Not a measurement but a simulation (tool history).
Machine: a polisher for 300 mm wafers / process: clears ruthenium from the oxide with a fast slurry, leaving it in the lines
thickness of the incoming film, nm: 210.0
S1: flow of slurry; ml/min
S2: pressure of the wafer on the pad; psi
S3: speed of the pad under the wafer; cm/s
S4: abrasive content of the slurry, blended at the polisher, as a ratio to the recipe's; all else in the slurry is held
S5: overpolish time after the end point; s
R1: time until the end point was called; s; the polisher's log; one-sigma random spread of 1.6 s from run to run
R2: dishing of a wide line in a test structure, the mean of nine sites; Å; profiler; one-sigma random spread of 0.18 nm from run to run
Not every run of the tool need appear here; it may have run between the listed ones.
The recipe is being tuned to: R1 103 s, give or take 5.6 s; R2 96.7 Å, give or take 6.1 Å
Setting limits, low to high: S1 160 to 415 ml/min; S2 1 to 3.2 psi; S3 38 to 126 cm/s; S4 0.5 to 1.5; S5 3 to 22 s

run	day	S1	S2	S3	S4	S5	R1	R2
1	0	265	2.1	82	1	11	73.334	231.03
2	0.375	265	1.9	82	1	9	82.132	177.96
3	0.679	265	1.8	82	1	7	84.929	133
4	0.817	265	1.7	82	1	7	86.715	125.48
5	0.954	265	1.7	82	1	10	88.989	184.71
6	1.129	295	1.7	82	1	10	88.461	183.43
7	1.279	295	1.6	82	1	9	91.637	160.55
8	1.462	295	1.5	82	1	8	93.27	137.51
9	1.696	295	1.4	82	1	7	99.125	115.82

4 candidate next runs follow, results not yet known. Just one meets every target within its allowed miss. Identify it.
A	1.929	340	1.1	96	0.9	6	?	?
B	1.929	320	1.6	66	1.1	9	?	?
C	1.929	320	1.4	88	0.95	8	?	?
D	1.929	280	1.2	96	1	8	?	?

move	R1	R2
A	103.44	94.22
B	104.45	138.31
C	94.323	136.22
D	93.036	138.04
A: all results in spec
B: further off than the last run
C: further off than the last run
D: further off than the last run
A meets every target.
